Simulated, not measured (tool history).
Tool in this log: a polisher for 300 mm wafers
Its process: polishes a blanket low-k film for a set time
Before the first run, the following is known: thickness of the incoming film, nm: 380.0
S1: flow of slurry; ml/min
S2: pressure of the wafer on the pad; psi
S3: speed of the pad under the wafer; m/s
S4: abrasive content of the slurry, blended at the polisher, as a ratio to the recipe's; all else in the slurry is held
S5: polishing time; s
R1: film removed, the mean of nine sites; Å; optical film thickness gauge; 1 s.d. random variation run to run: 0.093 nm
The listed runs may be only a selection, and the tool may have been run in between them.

run 1 day=0 | S1=255 S2=2.5 S3=1.2 S4=1 S5=25 | R1=125.82
run 2 day=0.062 | S1=195 S2=2.5 S3=1.2 S4=1 S5=25 | R1=123.89
run 3 day=0.4 | S1=195 S2=2.5 S3=1.2 S4=0.9 S5=25 | R1=119.82
run 4 day=0.492 | S1=195 S2=2.5 S3=0.9 S4=0.9 S5=25 | R1=101.39
run 5 day=0.558 | S1=195 S2=2.3 S3=0.88 S4=0.9 S5=25 | R1=92.911
run 6 day=0.671 | S1=155 S2=2.3 S3=0.88 S4=0.9 S5=25 | R1=87.635
run 7 day=1.008 | S1=155 S2=2.2 S3=0.88 S4=0.9 S5=25 | R1=84.034
run 8 day=1.275 | S1=155 S2=2.2 S3=0.88 S4=0.9 S5=25 | R1=85.17

Expected results for the next run?
run 9 day=1.404 | S1=155 S2=2.1 S3=0.88 S4=0.9 S5=25 | R1=?

Run 9 yielded R1 81.943 Å.
